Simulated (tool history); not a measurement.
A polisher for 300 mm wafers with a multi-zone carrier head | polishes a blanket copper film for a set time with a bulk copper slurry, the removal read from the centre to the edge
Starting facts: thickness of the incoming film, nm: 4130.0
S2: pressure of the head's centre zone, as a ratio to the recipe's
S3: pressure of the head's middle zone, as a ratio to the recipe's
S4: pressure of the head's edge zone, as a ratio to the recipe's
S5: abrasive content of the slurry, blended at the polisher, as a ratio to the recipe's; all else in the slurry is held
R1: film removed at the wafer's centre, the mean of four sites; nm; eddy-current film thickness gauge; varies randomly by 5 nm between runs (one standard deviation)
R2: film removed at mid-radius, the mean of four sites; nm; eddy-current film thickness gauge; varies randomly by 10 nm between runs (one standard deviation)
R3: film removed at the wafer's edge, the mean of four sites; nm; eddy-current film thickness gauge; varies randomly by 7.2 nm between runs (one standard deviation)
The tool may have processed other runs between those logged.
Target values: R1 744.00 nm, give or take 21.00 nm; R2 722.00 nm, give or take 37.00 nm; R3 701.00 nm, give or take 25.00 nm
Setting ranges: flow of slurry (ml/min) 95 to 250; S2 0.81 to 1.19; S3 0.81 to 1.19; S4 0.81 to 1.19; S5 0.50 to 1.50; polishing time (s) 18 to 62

{"run": 1, "hour": 0.0, "flow of slurry (ml/min)": 160, "S2": 1.0, "S3": 1.0, "S4": 1.0, "S5": 1.0, "polishing time (s)": 40, "R1": 532.42, "R2": 518.34, "R3": 505.67}
{"run": 2, "hour": 6.5, "flow of slurry (ml/min)": 145, "S2": 1.0, "S3": 1.0, "S4": 1.0, "S5": 1.0, "polishing time (s)": 40, "R1": 520.65, "R2": 509.34, "R3": 498.56}
{"run": 3, "hour": 8.9, "flow of slurry (ml/min)": 155, "S2": 1.01, "S3": 1.02, "S4": 1.03, "S5": 1.1, "polishing time (s)": 41, "R1": 557.59, "R2": 525.7, "R3": 529.84}
{"run": 4, "hour": 14.0, "flow of slurry (ml/min)": 155, "S2": 1.01, "S3": 1.02, "S4": 1.03, "S5": 1.3, "polishing time (s)": 41, "R1": 576.87, "R2": 566.0, "R3": 544.87}
{"run": 5, "hour": 21.3, "flow of slurry (ml/min)": 155, "S2": 0.92, "S3": 1.02, "S4": 1.03, "S5": 1.3, "polishing time (s)": 41, "R1": 521.08, "R2": 548.5, "R3": 554.96}
{"run": 6, "hour": 24.7, "flow of slurry (ml/min)": 165, "S2": 0.94, "S3": 1.03, "S4": 1.05, "S5": 1.35, "polishing time (s)": 42, "R1": 559.15, "R2": 568.39, "R3": 576.96}
{"run": 7, "hour": 26.8, "flow of slurry (ml/min)": 165, "S2": 0.95, "S3": 1.04, "S4": 1.06, "S5": 1.4, "polishing time (s)": 43, "R1": 584.24, "R2": 614.1, "R3": 592.95}
{"run": 8, "hour": 29.6, "flow of slurry (ml/min)": 170, "S2": 0.96, "S3": 1.03, "S4": 1.07, "S5": 1.4, "polishing time (s)": 44, "R1": 611.0, "R2": 613.08, "R3": 613.25}
{"run": 9, "hour": 31.1, "flow of slurry (ml/min)": 175, "S2": 0.97, "S3": 1.04, "S4": 1.08, "S5": 1.4, "polishing time (s)": 45, "R1": 635.54, "R2": 662.57, "R3": 637.18}
{"run": 10, "hour": 34.5, "flow of slurry (ml/min)": 185, "S2": 0.98, "S3": 1.03, "S4": 1.1, "S5": 1.4, "polishing time (s)": 45, "R1": 656.01, "R2": 648.4, "R3": 647.47}
{"hour": 35.8, "done": "edge zone pressure recalibrated"}
{"run": 11, "hour": 35.8, "flow of slurry (ml/min)": 195, "S2": 0.99, "S3": 1.04, "S4": 1.11, "S5": 1.4, "polishing time (s)": 45, "R1": 666.23, "R2": 652.37, "R3": 668.95}
{"run": 12, "hour": 36.8, "flow of slurry (ml/min)": 200, "S2": 1.0, "S3": 1.05, "S4": 1.11, "S5": 1.4, "polishing time (s)": 45, "R1": 679.66, "R2": 651.93, "R3": 656.72}
{"run": 13, "hour": 41.9, "flow of slurry (ml/min)": 200, "S2": 1.01, "S3": 1.06, "S4": 1.12, "S5": 1.4, "polishing time (s)": 45, "R1": 690.7, "R2": 663.79, "R3": 676.34}
{"run": 14, "hour": 49.7, "flow of slurry (ml/min)": 205, "S2": 1.02, "S3": 1.08, "S4": 1.12, "S5": 1.4, "polishing time (s)": 45, "R1": 691.48, "R2": 666.85, "R3": 684.78}
{"run": 15, "hour": 53.9, "flow of slurry (ml/min)": 230, "S2": 1.07, "S3": 1.16, "S4": 1.05, "S5": 1.5, "polishing time (s)": 45, "R1": 749.85, "R2": 731.79, "R3": 674.74}

Next run, 4 choices. One meets every target within its allowed miss, the rest don't. Which?
{"run": "A", "hour": 58.1, "flow of slurry (ml/min)": 205, "S2": 1.08, "S3": 1.13, "S4": 1.15, "S5": 1.45, "polishing time (s)": 46, "R1": "?", "R2": "?", "R3": "?"}
{"run": "B", "hour": 58.1, "flow of slurry (ml/min)": 185, "S2": 1.06, "S3": 1.19, "S4": 1.0, "S5": 1.2, "polishing time (s)": 50, "R1": "?", "R2": "?", "R3": "?"}
{"run": "C", "hour": 58.1, "flow of slurry (ml/min)": 250, "S2": 1.09, "S3": 0.89, "S4": 1.19, "S5": 1.45, "polishing time (s)": 44, "R1": "?", "R2": "?", "R3": "?"}
{"run": "D", "hour": 58.1, "flow of slurry (ml/min)": 250, "S2": 1.06, "S3": 1.19, "S4": 0.96, "S5": 1.5, "polishing time (s)": 44, "R1": "?", "R2": "?", "R3": "?"}

move=A R1=755.43 R2=732.02 R3=724.33
move=B R1=762.64 R2=787.22 R3=698.32
move=C R1=750.00 R2=594.07 R3=721.71
move=D R1=735.67 R2=755.66 R3=650.32
A: all results land within tolerance of their targets
B: corrects the largest miss of the last run, while another result sits out of spec
C: corrects the largest miss of the last run, while another result sits out of spec
D: its largest miss is bigger than the last run's
Answer: A
